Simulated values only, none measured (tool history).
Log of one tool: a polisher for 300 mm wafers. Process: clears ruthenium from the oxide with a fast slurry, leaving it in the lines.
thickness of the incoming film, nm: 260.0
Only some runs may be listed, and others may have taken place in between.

| run | hour | flow of slurry (ml/min) | pressure of the wafer on the pad (kPa) | speed of the pad under the wafer (cm/s) | abrasive content of the slurry | overpolish time after the end point (s) | time until the end point was called (s) | dishing of a wide line in a test structure (Å) |
|---|---|---|---|---|---|---|---|---|
| 1 | 0 | 220 | 20 | 124 | 1 | 15 | 48.871 | 485.61 |
| 2 | 2.4 | 220 | 20 | 124 | 1 | 10 | 48.772 | 372.25 |
| 3 | 7.3 | 220 | 20 | 138 | 1 | 10 | 44.832 | 402.7 |
| 4 | 8 | 220 | 20 | 166 | 1 | 10 | 38.065 | 436.04 |
| 5 | 10.6 | 220 | 17.9 | 166 | 1 | 10 | 42.63 | 416.08 |
| 6 | 12.6 | 220 | 17.9 | 166 | 1 | 14 | 42.696 | 513.87 |
| 7 | 19.3 | 220 | 17.2 | 154 | 0.95 | 13 | 48.653 | 451.05 |
| 8 | 25.2 | 220 | 16.5 | 142 | 0.9 | 12 | 56.222 | 374.45 |
| 9 | 27.8 | 220 | 15.9 | 132 | 0.9 | 12 | 61.181 | 358 |

What will run 10 give?
| 10 | 29.6 | 220 | 15.2 | 124 | 0.9 | 12 | ? | ? |

{"run 10": {"time until the end point was called (s)": 67.01, "dishing of a wide line in a test structure (Å)": 330.88}}
